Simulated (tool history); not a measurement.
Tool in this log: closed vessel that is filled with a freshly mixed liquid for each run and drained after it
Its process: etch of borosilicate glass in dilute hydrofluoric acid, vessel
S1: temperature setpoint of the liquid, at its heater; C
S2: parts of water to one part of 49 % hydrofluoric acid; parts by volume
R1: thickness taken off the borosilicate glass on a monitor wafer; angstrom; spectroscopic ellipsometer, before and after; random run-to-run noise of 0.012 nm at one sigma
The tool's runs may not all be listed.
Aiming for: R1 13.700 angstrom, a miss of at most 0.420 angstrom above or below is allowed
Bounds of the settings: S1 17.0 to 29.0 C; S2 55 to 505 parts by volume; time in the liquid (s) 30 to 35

{"run": 1, "hour": 0.0, "S1": 21.0, "S2": 280, "time in the liquid (s)": 35, "R1": 26.875}
{"run": 2, "hour": 2.7, "S1": 20.0, "S2": 315, "time in the liquid (s)": 35, "R1": 22.26}
{"run": 3, "hour": 6.0, "S1": 23.0, "S2": 315, "time in the liquid (s)": 35, "R1": 24.845}
{"run": 4, "hour": 11.6, "S1": 23.0, "S2": 260, "time in the liquid (s)": 35, "R1": 31.547}
{"run": 5, "hour": 15.9, "S1": 21.5, "S2": 300, "time in the liquid (s)": 35, "R1": 24.958}
{"run": 6, "hour": 20.7, "S1": 20.5, "S2": 330, "time in the liquid (s)": 35, "R1": 21.501}
{"run": 7, "hour": 28.2, "S1": 19.5, "S2": 355, "time in the liquid (s)": 35, "R1": 18.678}
{"run": 8, "hour": 30.4, "S1": 19.0, "S2": 370, "time in the liquid (s)": 35, "R1": 17.678}

Consider the 4 candidate settings below. Which is the only one whose results all fall within their allowed miss of target?
{"run": "A", "hour": 32.6, "S1": 21.0, "S2": 390, "time in the liquid (s)": 30, "R1": "?"}
{"run": "B", "hour": 32.6, "S1": 21.5, "S2": 325, "time in the liquid (s)": 35, "R1": "?"}
{"run": "C", "hour": 32.6, "S1": 17.5, "S2": 430, "time in the liquid (s)": 35, "R1": "?"}
{"run": "D", "hour": 32.6, "S1": 23.0, "S2": 310, "time in the liquid (s)": 30, "R1": "?"}

move=A R1=14.860
move=B R1=22.409
move=C R1=13.474
move=D R1=21.524
A: gains on the last run, yet a result remains outside its allowed miss
B: its largest miss is bigger than the last run's
C: meets every target
D: its largest miss is bigger than the last run's
The move that meets every target is C.

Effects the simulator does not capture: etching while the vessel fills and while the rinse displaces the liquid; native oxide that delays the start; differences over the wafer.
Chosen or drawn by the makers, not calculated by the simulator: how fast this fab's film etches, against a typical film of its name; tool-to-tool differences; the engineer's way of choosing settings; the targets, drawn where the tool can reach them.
